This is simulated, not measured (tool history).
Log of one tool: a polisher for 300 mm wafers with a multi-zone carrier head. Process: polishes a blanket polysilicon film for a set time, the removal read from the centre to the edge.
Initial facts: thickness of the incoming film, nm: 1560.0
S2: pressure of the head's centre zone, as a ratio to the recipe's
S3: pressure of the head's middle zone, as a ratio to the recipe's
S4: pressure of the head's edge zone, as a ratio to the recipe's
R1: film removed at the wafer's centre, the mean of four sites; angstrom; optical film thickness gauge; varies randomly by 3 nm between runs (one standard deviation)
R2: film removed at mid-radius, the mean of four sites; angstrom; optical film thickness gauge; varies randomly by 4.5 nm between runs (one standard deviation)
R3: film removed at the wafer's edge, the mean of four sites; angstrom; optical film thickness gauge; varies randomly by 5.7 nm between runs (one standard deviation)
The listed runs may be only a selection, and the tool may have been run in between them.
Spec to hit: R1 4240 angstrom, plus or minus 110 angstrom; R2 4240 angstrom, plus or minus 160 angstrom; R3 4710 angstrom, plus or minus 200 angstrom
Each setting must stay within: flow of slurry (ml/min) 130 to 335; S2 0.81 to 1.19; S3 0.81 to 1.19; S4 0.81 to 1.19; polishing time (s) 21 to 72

run 1 day=0 | flow_of_slurry_(ml/min)=215 S2=1 S3=1 S4=1 polishing_time_(s)=46 | R1=5056.9 R2=4936.4 R3=5174.8
run 2 day=0.092 | flow_of_slurry_(ml/min)=205 S2=0.98 S3=0.98 S4=0.99 polishing_time_(s)=46 | R1=4844.3 R2=4775.8 R3=5024.9
run 3 day=0.438 | flow_of_slurry_(ml/min)=205 S2=0.98 S3=0.98 S4=0.99 polishing_time_(s)=50 | R1=5308.1 R2=5153.5 R3=5487.6
run 4 day=0.479 | flow_of_slurry_(ml/min)=205 S2=0.95 S3=0.98 S4=0.99 polishing_time_(s)=50 | R1=5156.9 R2=5163.8 R3=5516.6
run 5 day=0.846 | flow_of_slurry_(ml/min)=195 S2=0.93 S3=0.95 S4=0.96 polishing_time_(s)=50 | R1=5065.9 R2=4985.1 R3=5349
run 6 day=1.038 | flow_of_slurry_(ml/min)=185 S2=0.91 S3=0.93 S4=0.95 polishing_time_(s)=49 | R1=4787.9 R2=4861.2 R3=5216.7
run 7 day=1.221 | flow_of_slurry_(ml/min)=180 S2=0.9 S3=0.91 S4=0.94 polishing_time_(s)=48 | R1=4645.9 R2=4617.3 R3=5015.3
run 8 day=1.458 | flow_of_slurry_(ml/min)=150 S2=0.83 S3=0.86 S4=0.9 polishing_time_(s)=47 | R1=4047 R2=4117.9 R3=4627
run 9 day=1.767 | flow_of_slurry_(ml/min)=155 S2=0.83 S3=0.86 S4=0.9 polishing_time_(s)=47 | R1=4071 R2=4170.2 R3=4719

Exercise: of the 4 proposed moves below, exactly one satisfies all targets within the stated allowed misses. Which move is it?
run A day=2.075 | flow_of_slurry_(ml/min)=165 S2=0.86 S3=0.87 S4=0.87 polishing_time_(s)=47 | R1=? R2=? R3=?
run B day=2.075 | flow_of_slurry_(ml/min)=145 S2=0.81 S3=0.87 S4=0.92 polishing_time_(s)=48 | R1=? R2=? R3=?
run C day=2.075 | flow_of_slurry_(ml/min)=145 S2=0.92 S3=0.88 S4=0.85 polishing_time_(s)=48 | R1=? R2=? R3=?
run D day=2.075 | flow_of_slurry_(ml/min)=140 S2=0.88 S3=0.94 S4=0.92 polishing_time_(s)=44 | R1=? R2=? R3=?

move=A R1=4260.3 R2=4283.6 R3=4664.2
move=B R1=3998.6 R2=4253.3 R3=4788.5
move=C R1=4471.7 R2=4291.9 R3=4618.5
move=D R1=3905.1 R2=4121.1 R3=4359
A: all results land within tolerance of their targets
B: misses by more than the last run did
C: the result that was furthest off in the last run now lies on the other side of its target
D: misses by more than the last run did
The right move is A.
